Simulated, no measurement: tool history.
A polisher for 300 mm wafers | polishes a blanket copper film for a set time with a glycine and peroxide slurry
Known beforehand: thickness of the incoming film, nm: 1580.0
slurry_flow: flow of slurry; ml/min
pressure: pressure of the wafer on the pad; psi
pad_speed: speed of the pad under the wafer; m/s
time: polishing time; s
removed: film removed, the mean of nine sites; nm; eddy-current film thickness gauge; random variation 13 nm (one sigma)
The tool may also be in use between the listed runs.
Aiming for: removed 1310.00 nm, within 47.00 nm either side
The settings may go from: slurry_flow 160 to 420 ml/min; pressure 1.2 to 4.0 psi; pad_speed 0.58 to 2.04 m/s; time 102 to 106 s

| run | hour | slurry_flow | pressure | pad_speed | time | removed |
|---|---|---|---|---|---|---|
| 1 | 0.0 | 270 | 2.6 | 1.30 | 102 | 694.74 |
| 2 | 1.1 | 270 | 2.6 | 1.48 | 102 | 769.72 |
| 3 | 9.4 | 270 | 2.1 | 1.48 | 102 | 634.56 |
| 4 | 12.8 | 270 | 2.3 | 1.48 | 102 | 695.54 |
| 5 | 18.6 | 335 | 2.3 | 1.48 | 102 | 713.37 |
| 6 | 22.9 | 335 | 2.6 | 1.48 | 102 | 780.39 |
| 7 | 28.2 | 335 | 2.8 | 1.50 | 102 | 852.00 |
| 8 | 29.2 | 335 | 3.0 | 1.50 | 102 | 914.50 |
| 9 | 35.8 | 335 | 3.2 | 1.50 | 102 | 946.83 |
| 10 | 39.5 | 335 | 3.2 | 1.50 | 102 | 967.42 |
| 11 | 45.8 | 335 | 3.3 | 1.52 | 102 | 994.33 |
| 12 | 49.7 | 335 | 3.4 | 1.54 | 102 | 1017.20 |

Pick the move, out of 4, that brings all results within their allowed miss; only one does.
| A | 53.6 | 340 | 3.8 | 1.54 | 104 | ? |
| B | 53.6 | 310 | 3.9 | 1.68 | 106 | ? |
| C | 53.6 | 345 | 3.2 | 1.92 | 105 | ? |
| D | 53.6 | 320 | 4.0 | 1.80 | 105 | ? |

| move | removed |
|---|---|
| A | 1165.00 |
| B | 1299.30 |
| C | 1216.90 |
| D | 1402.60 |
A: gains on the last run, yet a result remains outside its allowed miss
B: meets every target
C: gains on the last run, yet a result remains outside its allowed miss
D: carries the result that was furthest off beyond its target, to the other side
So the answer is move B, the one that meets all the targets.
